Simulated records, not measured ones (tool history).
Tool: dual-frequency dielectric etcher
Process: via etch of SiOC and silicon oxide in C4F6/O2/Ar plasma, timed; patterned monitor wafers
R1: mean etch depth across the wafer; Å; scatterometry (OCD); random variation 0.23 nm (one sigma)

Run 1, hour 0.0: source power (W) 260, bias power (W) 198, etch time (s) 53.5. Result: R1 501.86 Å.
Run 2, hour 5.5: source power (W) 250, bias power (W) 197, etch time (s) 53.5. Result: R1 491.08 Å.
Run 3, hour 8.0: source power (W) 250, bias power (W) 215, etch time (s) 53.5. Result: R1 505.56 Å.
Run 4, hour 15.6: source power (W) 250, bias power (W) 215, etch time (s) 53.5. Result: R1 505.32 Å.
Run 5, hour 17.9: source power (W) 240, bias power (W) 214, etch time (s) 53.5. Result: R1 492.33 Å.
Run 6, hour 20.1: source power (W) 280, bias power (W) 214, etch time (s) 53.5. Result: R1 528.44 Å.
Run 7, hour 27.8: source power (W) 270, bias power (W) 212, etch time (s) 53.5. Result: R1 517.67 Å.
Run 8, hour 36.4: source power (W) 260, bias power (W) 211, etch time (s) 53.5. Result: R1 509.13 Å.
Run 9, hour 39.2: source power (W) 250, bias power (W) 210, etch time (s) 53.5. Result: R1 503.19 Å.

The next listed run, before its measurement:
Run 10, hour 45.7: source power (W) 240, bias power (W) 209, etch time (s) 53.5. Result: R1 ?.

{"run 10": {"R1": 497.5}}
